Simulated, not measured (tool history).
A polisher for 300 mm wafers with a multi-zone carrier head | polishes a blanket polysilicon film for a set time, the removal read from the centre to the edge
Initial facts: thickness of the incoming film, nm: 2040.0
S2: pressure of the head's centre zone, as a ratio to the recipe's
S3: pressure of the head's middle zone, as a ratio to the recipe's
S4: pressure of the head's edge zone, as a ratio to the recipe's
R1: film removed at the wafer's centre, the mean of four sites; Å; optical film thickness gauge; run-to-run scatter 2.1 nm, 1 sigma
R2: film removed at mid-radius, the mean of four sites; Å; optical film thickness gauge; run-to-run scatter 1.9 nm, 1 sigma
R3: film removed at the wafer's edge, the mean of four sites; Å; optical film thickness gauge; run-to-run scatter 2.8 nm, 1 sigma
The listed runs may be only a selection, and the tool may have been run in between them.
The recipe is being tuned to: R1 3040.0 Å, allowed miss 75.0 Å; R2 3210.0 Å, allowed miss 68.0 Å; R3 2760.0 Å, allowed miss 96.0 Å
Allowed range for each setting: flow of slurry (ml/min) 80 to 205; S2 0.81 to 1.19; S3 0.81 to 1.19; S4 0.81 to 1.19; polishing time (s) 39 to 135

run 1 hour=0.0 | flow_of_slurry_(ml/min)=135 S2=1.00 S3=1.00 S4=1.00 polishing_time_(s)=87 | R1=4460.1 R2=4327.7 R3=4367.8
run 2 hour=3.0 | flow_of_slurry_(ml/min)=135 S2=1.00 S3=0.95 S4=1.00 polishing_time_(s)=87 | R1=4439.2 R2=4114.7 R3=4330.3
run 3 hour=6.7 | flow_of_slurry_(ml/min)=135 S2=1.00 S3=0.95 S4=1.05 polishing_time_(s)=87 | R1=4435.3 R2=4174.0 R3=4422.6
run 4 hour=15.2 | flow_of_slurry_(ml/min)=115 S2=1.00 S3=0.95 S4=1.05 polishing_time_(s)=87 | R1=4196.6 R2=3988.4 R3=4255.6
run 5 hour=16.3 | flow_of_slurry_(ml/min)=115 S2=1.00 S3=0.99 S4=0.99 polishing_time_(s)=80 | R1=3940.7 R2=3791.0 R3=3862.3
run 6 hour=17.6 | flow_of_slurry_(ml/min)=110 S2=1.00 S3=1.03 S4=0.95 polishing_time_(s)=75 | R1=3592.9 R2=3629.7 R3=3542.4
run 7 hour=24.6 | flow_of_slurry_(ml/min)=105 S2=1.01 S3=1.06 S4=0.92 polishing_time_(s)=71 | R1=3408.1 R2=3439.6 R3=3305.9
run 8 hour=30.5 | flow_of_slurry_(ml/min)=105 S2=1.02 S3=1.09 S4=0.89 polishing_time_(s)=69 | R1=3326.2 R2=3458.8 R3=3211.6
run 9 hour=36.8 | flow_of_slurry_(ml/min)=105 S2=1.03 S3=1.11 S4=0.87 polishing_time_(s)=67 | R1=3289.2 R2=3421.5 R3=3028.2
run 10 hour=41.7 | flow_of_slurry_(ml/min)=100 S2=1.03 S3=1.11 S4=0.86 polishing_time_(s)=66 | R1=3148.4 R2=3296.9 R3=2963.1
run 11 hour=43.0 | flow_of_slurry_(ml/min)=100 S2=1.04 S3=1.12 S4=0.85 polishing_time_(s)=66 | R1=3215.7 R2=3349.9 R3=2969.7
run 12 hour=47.3 | flow_of_slurry_(ml/min)=100 S2=1.04 S3=1.13 S4=0.84 polishing_time_(s)=65 | R1=3154.5 R2=3277.2 R3=2931.3
run 13 hour=51.5 | flow_of_slurry_(ml/min)=90 S2=1.06 S3=1.19 S4=0.81 polishing_time_(s)=61 | R1=2929.1 R2=3119.7 R3=2654.1
run 14 hour=53.4 | flow_of_slurry_(ml/min)=95 S2=1.06 S3=1.19 S4=0.82 polishing_time_(s)=61 | R1=2950.5 R2=3207.1 R3=2696.1

Exactly one of the 5 candidate moves below puts every result within its allowed miss. Which one?
run A hour=55.3 | flow_of_slurry_(ml/min)=95 S2=1.03 S3=1.06 S4=0.98 polishing_time_(s)=65 | R1=? R2=? R3=?
run B hour=55.3 | flow_of_slurry_(ml/min)=95 S2=1.06 S3=1.16 S4=0.82 polishing_time_(s)=63 | R1=? R2=? R3=?
run C hour=55.3 | flow_of_slurry_(ml/min)=100 S2=1.07 S3=1.10 S4=0.88 polishing_time_(s)=61 | R1=? R2=? R3=?
run D hour=55.3 | flow_of_slurry_(ml/min)=85 S2=1.12 S3=1.06 S4=0.90 polishing_time_(s)=67 | R1=? R2=? R3=?
run E hour=55.3 | flow_of_slurry_(ml/min)=95 S2=1.04 S3=1.18 S4=0.83 polishing_time_(s)=60 | R1=? R2=? R3=?

move=A R1=3076.8 R2=3086.4 R3=2985.7
move=B R1=3071.8 R2=3231.7 R3=2752.7
move=C R1=3062.2 R2=3041.7 R3=2749.1
move=D R1=3287.3 R2=3050.2 R3=2923.6
move=E R1=2870.3 R2=3123.9 R3=2629.1
A: meets the target for the result that was furthest off, but another lies outside its allowed miss
B: each result inside its tolerance
C: meets the target for the result that was furthest off, but another lies outside its allowed miss
D: takes the result that was furthest off past its target
E: lands further from the targets than the last run did
Answer: B
